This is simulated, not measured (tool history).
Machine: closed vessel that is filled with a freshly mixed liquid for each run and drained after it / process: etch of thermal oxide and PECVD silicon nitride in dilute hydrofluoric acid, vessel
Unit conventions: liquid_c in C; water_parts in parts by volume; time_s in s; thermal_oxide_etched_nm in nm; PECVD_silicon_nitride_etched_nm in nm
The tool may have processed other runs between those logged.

run  hour  liquid_c  water_parts  time_s  thermal_oxide_etched_nm  PECVD_silicon_nitride_etched_nm
  1     0        23           95     110                   4.5638                           2.1225
  2   5.8        24           95     110                   4.8195                           2.2437
  3   7.4        25           95     110                    4.999                            2.433
  4  11.1        25           95     130                   5.9408                           2.8167
  5  17.2        22           95     130                   5.2935                           2.2524
  6  24.4        23           95     130                   5.3918                           2.4437
  7  25.4        24           95     130                   5.6777                           2.6577
  8  34.2      24.5           95     130                   5.7296                           2.7317
  9  37.2        25           95     130                   5.9274                            2.782
 10    38        25           95     130                   5.8833                           2.8073
 11  39.7      25.5           95     130                   5.9005                           2.8569

The next listed run, before its measurement:
 12    46      25.5           95     130                        ?                                ?

thermal_oxide_etched_nm: 5.9828 nm
PECVD_silicon_nitride_etched_nm: 2.886 nm
